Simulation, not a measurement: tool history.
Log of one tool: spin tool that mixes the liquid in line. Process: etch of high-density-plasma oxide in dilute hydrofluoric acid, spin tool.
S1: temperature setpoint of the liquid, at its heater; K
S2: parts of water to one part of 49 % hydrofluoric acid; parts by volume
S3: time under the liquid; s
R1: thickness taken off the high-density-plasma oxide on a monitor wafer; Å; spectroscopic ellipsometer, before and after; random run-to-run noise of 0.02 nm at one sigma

run    day      S1  S2  S3      R1
  1      0  295.15  90  80  39.691
  2  0.358  294.65  90  80  38.878
  3  0.383  292.65  90  80    36.3
  4  0.588  295.65  90  80  40.284
  5  0.792  295.65  90  80  41.159
  6  1.017  298.65  90  80  46.394
  7  1.092  297.65  90  80   44.55
  8  1.258  296.65  90  80  42.527

Run 9 has not been measured yet. What should we expect?
  9  1.525  295.65  90  80   ?

R1: 41.044 Å

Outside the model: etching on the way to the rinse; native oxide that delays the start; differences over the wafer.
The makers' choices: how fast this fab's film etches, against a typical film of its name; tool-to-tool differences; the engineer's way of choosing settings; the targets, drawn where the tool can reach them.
